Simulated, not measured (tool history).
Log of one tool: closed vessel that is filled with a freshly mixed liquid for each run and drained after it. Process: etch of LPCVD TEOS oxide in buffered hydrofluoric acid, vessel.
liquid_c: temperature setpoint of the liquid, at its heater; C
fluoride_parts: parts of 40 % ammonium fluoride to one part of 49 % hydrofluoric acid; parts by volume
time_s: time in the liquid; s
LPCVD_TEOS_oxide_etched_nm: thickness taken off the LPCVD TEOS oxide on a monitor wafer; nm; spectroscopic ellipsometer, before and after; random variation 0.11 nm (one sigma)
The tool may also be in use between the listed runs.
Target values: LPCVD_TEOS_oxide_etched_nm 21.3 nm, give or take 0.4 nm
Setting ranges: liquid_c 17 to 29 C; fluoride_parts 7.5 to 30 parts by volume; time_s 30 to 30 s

run  hour  liquid_c  fluoride_parts  time_s  LPCVD_TEOS_oxide_etched_nm
  1     0        21            20.5      30                      27.936
  2   8.6        21              23      30                      25.859
  3  13.8        20              23      30                      24.769
  4  22.6        20            17.5      30                      30.862
  5  31.8        19              19      30                       26.78
  6  37.2        19              19      30                      26.877
  7  40.5      18.5              20      30                      24.708
  8  42.3      18.5              20      30                      24.772
  9  49.7        18            20.5      30                      23.482
 10  51.6      17.5            20.5      30                      23.129
 11  59.2      17.5              21      30                       22.67

4 candidate next runs follow, results not yet known. Just one meets every target within its allowed miss. Identify it.
  A  66.8        17            23.5      30                           ?
  B  66.8        17              23      30                           ?
  C  66.8        17              21      30                           ?
  D  66.8        17              22      30                           ?

move  LPCVD_TEOS_oxide_etched_nm
   A                       20.52
   B                      20.827
   C                      22.178
   D                      21.477
A: the result that was furthest off in the last run now lies on the other side of its target
B: the result that was furthest off in the last run now lies on the other side of its target
C: gains on the last run, yet a result remains outside its allowed miss
D: all results in spec
D meets every target.
